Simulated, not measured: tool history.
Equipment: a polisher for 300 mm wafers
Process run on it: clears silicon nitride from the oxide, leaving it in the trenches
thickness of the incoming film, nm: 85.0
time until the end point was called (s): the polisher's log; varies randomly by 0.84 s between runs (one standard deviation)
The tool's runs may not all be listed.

run	hour	flow of slurry (ml/min)	pressure of the wafer on the pad (psi)	speed of the pad under the wafer (m/s)	overpolish time after the end point (s)	time until the end point was called (s)
1	0	265	2.4	0.82	5	125.7
2	6.8	265	2.4	0.68	5	149.32
3	8.9	265	2.4	0.54	5	186.73
4	12.8	265	2.4	0.74	5	140.99
5	21	265	2.4	0.62	5	163.87
# hour 25.9: slurry nozzle cleaned
6	25.9	265	2.4	0.7	5	142.83
7	31.6	265	2.5	0.7	5	137.02
8	40.1	265	2.6	0.7	5	130.91
9	44.8	265	2.7	0.7	5	127.34
10	50.9	265	2.8	0.7	5	121.66
11	57.4	270	3	0.7	5	115.23

Expected results for the next run?
12	59.8	270	3.2	0.7	5	?

{"run 12": {"time until the end point was called (s)": 107.12}}
